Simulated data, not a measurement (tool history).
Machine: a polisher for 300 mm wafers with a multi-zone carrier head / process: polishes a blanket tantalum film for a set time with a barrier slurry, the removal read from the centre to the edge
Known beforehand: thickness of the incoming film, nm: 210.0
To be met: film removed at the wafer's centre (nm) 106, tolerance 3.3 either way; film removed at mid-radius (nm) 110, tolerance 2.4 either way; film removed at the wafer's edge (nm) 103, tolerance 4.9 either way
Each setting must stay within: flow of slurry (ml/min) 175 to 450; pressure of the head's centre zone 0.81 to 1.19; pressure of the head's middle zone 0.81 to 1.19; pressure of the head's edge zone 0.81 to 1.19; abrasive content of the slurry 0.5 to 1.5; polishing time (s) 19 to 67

run,hour,flow of slurry (ml/min),pressure of the head's centre zone,pressure of the head's middle zone,pressure of the head's edge zone,abrasive content of the slurry,polishing time (s),film removed at the wafer's centre (nm),film removed at mid-radius (nm),film removed at the wafer's edge (nm)
1,0,290,1,1,1,1,43,63.432,63.013,60.688
2,5.2,290,1,0.91,1,1,43,62.604,58.677,61.819
3,12.2,300,1.01,0.97,1.04,1.15,47,73.616,71.073,74.418
4,16.1,320,1.03,1.04,1.06,1.25,49,81.038,80.802,79.22
5,18.3,320,1.03,1.04,1,1.25,49,81.215,80.276,77.687
6,19.9,320,1.03,1.04,0.93,1.25,49,80.112,81.284,72.446
7,28.2,330,1.04,1.08,0.98,1.35,51,86.38,88.501,84.452
8,34.2,340,1.06,1.11,0.98,1.4,52,92.421,94.252,85.894
9,38.7,345,1.07,1.13,1.01,1.45,53,94.176,98.02,87.905

Below are 5 possible settings for the next run. Only one of them brings all results inside the allowed miss of their targets. Which is it?
A,43.2,365,1.13,0.98,1.1,1.5,55,?,?,?
B,43.2,320,0.83,1.1,1.11,1.45,54,?,?,?
C,43.2,295,0.97,1.02,0.89,1.5,65,?,?,?
D,43.2,290,1.03,1.13,1.01,1.35,58,?,?,?
E,43.2,420,0.98,1.03,1.17,1.45,60,?,?,?

move,film removed at the wafer's centre (nm),film removed at mid-radius (nm),film removed at the wafer's edge (nm)
A,105.9,90.177,96.576
B,75.548,95.867,93.473
C,105.52,108.12,101.42
D,97.119,102.35,93.316
E,101.05,102.97,108.73
A: moves away from the targets compared with the last run
B: moves away from the targets compared with the last run
C: hits every target within its allowed miss
D: nearer than the last run, and not there yet
E: nearer than the last run, and not there yet
Answer: C
